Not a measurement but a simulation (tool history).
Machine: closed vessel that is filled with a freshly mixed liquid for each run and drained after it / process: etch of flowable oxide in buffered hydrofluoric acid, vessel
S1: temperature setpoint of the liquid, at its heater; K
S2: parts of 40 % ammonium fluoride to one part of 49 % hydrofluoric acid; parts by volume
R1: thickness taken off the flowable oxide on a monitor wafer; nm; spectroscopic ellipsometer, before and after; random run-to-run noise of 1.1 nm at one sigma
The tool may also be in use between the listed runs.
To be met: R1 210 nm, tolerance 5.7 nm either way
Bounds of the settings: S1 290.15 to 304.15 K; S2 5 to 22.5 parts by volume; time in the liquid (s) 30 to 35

run 1 hour=0 | S1=296.15 S2=13.5 time_in_the_liquid_(s)=35 | R1=98.622
run 2 hour=1.2 | S1=296.15 S2=11 time_in_the_liquid_(s)=35 | R1=121.7
run 3 hour=9.3 | S1=297.15 S2=11 time_in_the_liquid_(s)=35 | R1=126.6
run 4 hour=17.9 | S1=297.15 S2=11 time_in_the_liquid_(s)=30 | R1=108.3
run 5 hour=22.4 | S1=293.65 S2=11 time_in_the_liquid_(s)=30 | R1=90.529
run 6 hour=26 | S1=293.65 S2=12.5 time_in_the_liquid_(s)=30 | R1=79.069
run 7 hour=30 | S1=295.15 S2=12 time_in_the_liquid_(s)=30 | R1=89.544
run 8 hour=31.6 | S1=296.65 S2=11.5 time_in_the_liquid_(s)=30 | R1=101.24
run 9 hour=33.6 | S1=297.65 S2=11 time_in_the_liquid_(s)=30 | R1=111.16
run 10 hour=42.4 | S1=298.65 S2=10.5 time_in_the_liquid_(s)=30 | R1=124.41
run 11 hour=42.9 | S1=299.65 S2=10 time_in_the_liquid_(s)=30 | R1=137.1
run 12 hour=44.5 | S1=300.15 S2=9.5 time_in_the_liquid_(s)=30 | R1=148.43
run 13 hour=50.1 | S1=300.65 S2=9.5 time_in_the_liquid_(s)=30 | R1=152.4
run 14 hour=56.8 | S1=301.15 S2=9.5 time_in_the_liquid_(s)=30 | R1=155.94
run 15 hour=63.4 | S1=301.65 S2=9.5 time_in_the_liquid_(s)=30 | R1=159.65
run 16 hour=71 | S1=302.15 S2=9 time_in_the_liquid_(s)=30 | R1=172.64
run 17 hour=76.7 | S1=302.65 S2=9 time_in_the_liquid_(s)=30 | R1=178.38
run 18 hour=85.7 | S1=303.65 S2=8.5 time_in_the_liquid_(s)=30 | R1=196.97

Exercise: of the 5 proposed moves below, exactly one satisfies all targets within the stated allowed misses. Which move is it?
run A hour=94.7 | S1=303.65 S2=9 time_in_the_liquid_(s)=30 | R1=?
run B hour=94.7 | S1=299.15 S2=9 time_in_the_liquid_(s)=35 | R1=?
run C hour=94.7 | S1=297.15 S2=6.5 time_in_the_liquid_(s)=30 | R1=?
run D hour=94.7 | S1=303.15 S2=10.5 time_in_the_liquid_(s)=35 | R1=?
run E hour=94.7 | S1=304.15 S2=8 time_in_the_liquid_(s)=30 | R1=?

move=A R1=188.16
move=B R1=172.91
move=C R1=180.05
move=D R1=184.06
move=E R1=209.03
A: lands further from the targets than the last run did
B: lands further from the targets than the last run did
C: lands further from the targets than the last run did
D: lands further from the targets than the last run did
E: all results land within tolerance of their targets
E is the move that brings every result within its allowed miss.

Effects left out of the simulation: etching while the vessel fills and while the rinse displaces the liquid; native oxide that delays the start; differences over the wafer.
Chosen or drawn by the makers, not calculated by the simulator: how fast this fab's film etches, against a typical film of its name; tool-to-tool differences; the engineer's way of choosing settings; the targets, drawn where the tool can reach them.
